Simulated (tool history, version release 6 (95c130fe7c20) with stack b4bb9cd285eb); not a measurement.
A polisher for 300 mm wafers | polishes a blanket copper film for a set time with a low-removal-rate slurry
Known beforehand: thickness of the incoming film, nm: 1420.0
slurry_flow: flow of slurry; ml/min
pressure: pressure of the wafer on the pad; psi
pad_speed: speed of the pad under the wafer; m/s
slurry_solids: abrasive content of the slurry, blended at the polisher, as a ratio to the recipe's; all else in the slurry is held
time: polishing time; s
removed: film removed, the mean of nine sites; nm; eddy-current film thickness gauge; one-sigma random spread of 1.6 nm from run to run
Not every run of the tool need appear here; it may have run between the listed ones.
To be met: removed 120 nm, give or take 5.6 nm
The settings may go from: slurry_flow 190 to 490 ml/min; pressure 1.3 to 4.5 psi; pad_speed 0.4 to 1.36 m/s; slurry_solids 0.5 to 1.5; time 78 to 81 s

| run | day | slurry_flow | pressure | pad_speed | slurry_solids | time | removed |
|---|---|---|---|---|---|---|---|
| 1 | 0 | 315 | 2.9 | 0.88 | 1 | 78 | 194.41 |
| 2 | 0.346 | 315 | 3.3 | 0.88 | 1 | 78 | 214.06 |
| 3 | 0.538 | 315 | 3 | 0.86 | 1 | 78 | 189.24 |
| 4 | 0.654 | 315 | 3 | 0.86 | 0.85 | 78 | 185.85 |
| 5 | 0.725 | 315 | 3 | 0.86 | 0.85 | 81 | 188.2 |
| 6 | 1.092 | 315 | 3 | 0.86 | 0.85 | 81 | 195.46 |
| 7 | 1.442 | 315 | 2.8 | 0.86 | 0.85 | 81 | 181.33 |
| 8 | 1.492 | 315 | 2.6 | 0.86 | 0.85 | 81 | 167.35 |

Next run, 5 choices. One meets every target within its allowed miss, the rest don't. Which?
| A | 1.542 | 340 | 2.5 | 0.74 | 0.95 | 78 | ? |
| B | 1.542 | 335 | 2.4 | 0.66 | 0.95 | 78 | ? |
| C | 1.542 | 310 | 2.3 | 0.84 | 0.8 | 78 | ? |
| D | 1.542 | 290 | 1.9 | 0.76 | 0.8 | 78 | ? |
| E | 1.542 | 315 | 3.1 | 1.08 | 1 | 81 | ? |

| move | removed |
|---|---|
| A | 135.55 |
| B | 117.11 |
| C | 134.8 |
| D | 101.89 |
| E | 248.05 |
A: nearer the targets than the last run, but a result is still out of spec
B: every result within its allowed miss
C: nearer the targets than the last run, but a result is still out of spec
D: carries the result that was furthest off beyond its target, to the other side
E: moves away from the targets compared with the last run
B meets every target.
